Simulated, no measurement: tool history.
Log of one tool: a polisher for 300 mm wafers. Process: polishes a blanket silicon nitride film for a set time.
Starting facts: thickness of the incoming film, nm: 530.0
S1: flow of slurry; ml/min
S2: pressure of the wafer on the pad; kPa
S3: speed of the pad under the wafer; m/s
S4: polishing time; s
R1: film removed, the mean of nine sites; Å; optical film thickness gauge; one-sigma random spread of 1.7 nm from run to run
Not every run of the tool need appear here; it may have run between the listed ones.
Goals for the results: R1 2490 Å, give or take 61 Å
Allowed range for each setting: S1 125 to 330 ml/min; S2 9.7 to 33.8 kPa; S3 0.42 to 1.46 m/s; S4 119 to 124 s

run 1 hour=0 | S1=210 S2=21.4 S3=0.94 S4=119 | R1=2021.4
run 2 hour=3.9 | S1=160 S2=21.4 S3=0.94 S4=119 | R1=1939.7
run 3 hour=7.1 | S1=160 S2=21.4 S3=1.04 S4=119 | R1=2092.1
run 4 hour=15.7 | S1=180 S2=22.1 S3=1.04 S4=119 | R1=2193.2
run 5 hour=17.3 | S1=130 S2=22.1 S3=1.04 S4=119 | R1=2115.8
run 6 hour=18.2 | S1=150 S2=22.8 S3=1.04 S4=119 | R1=2199.8
run 7 hour=22.8 | S1=165 S2=22.8 S3=1.04 S4=119 | R1=2251.5
run 8 hour=29.3 | S1=180 S2=22.8 S3=1.04 S4=119 | R1=2276.7
run 9 hour=35.4 | S1=190 S2=22.8 S3=1.04 S4=119 | R1=2272.9
run 10 hour=37.9 | S1=200 S2=22.8 S3=1.04 S4=119 | R1=2313.1
run 11 hour=42.4 | S1=210 S2=22.8 S3=1.04 S4=119 | R1=2326.6
run 12 hour=50.3 | S1=210 S2=22.8 S3=1.04 S4=119 | R1=2301.4
run 13 hour=56.1 | S1=215 S2=22.8 S3=1.04 S4=119 | R1=2285.2
run 14 hour=61.2 | S1=215 S2=23.4 S3=1.04 S4=119 | R1=2376

Next run, 4 choices. One meets every target within its allowed miss, the rest don't. Which?
run A hour=66.3 | S1=225 S2=24.1 S3=1.12 S4=119 | R1=?
run B hour=66.3 | S1=215 S2=22.8 S3=1.08 S4=119 | R1=?
run C hour=66.3 | S1=220 S2=22.8 S3=1.08 S4=124 | R1=?
run D hour=66.3 | S1=300 S2=21.4 S3=1.24 S4=124 | R1=?

move=A R1=2565.3
move=B R1=2345.8
move=C R1=2450.4
move=D R1=2657.3
A: takes the result that was furthest off past its target
B: misses by more than the last run did
C: each result inside its tolerance
D: takes the result that was furthest off past its target
The right move is C.
